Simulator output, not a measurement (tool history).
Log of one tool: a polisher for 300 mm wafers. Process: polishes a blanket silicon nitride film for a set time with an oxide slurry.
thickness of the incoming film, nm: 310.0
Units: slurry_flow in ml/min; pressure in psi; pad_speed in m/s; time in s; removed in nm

run    day  slurry_flow  pressure  pad_speed  slurry_solids  time  removed
  1  0.000          290       2.4       1.42            1.0    56   31.004
  2  0.288          290       2.0       1.42            1.0    56   25.859
  3  0.425          290       2.1       1.42            1.0    56   27.594
  4  0.554          325       2.1       1.42            1.0    56   27.980
  5  0.725          285       2.1       1.42            1.0    56   27.232
  6  0.962          285       2.4       1.42            1.0    56   31.355

The next listed run, before its measurement:
  7  1.150          290       2.4       1.42            1.0    56        ?

Run 7 gave removed 30.918 nm.
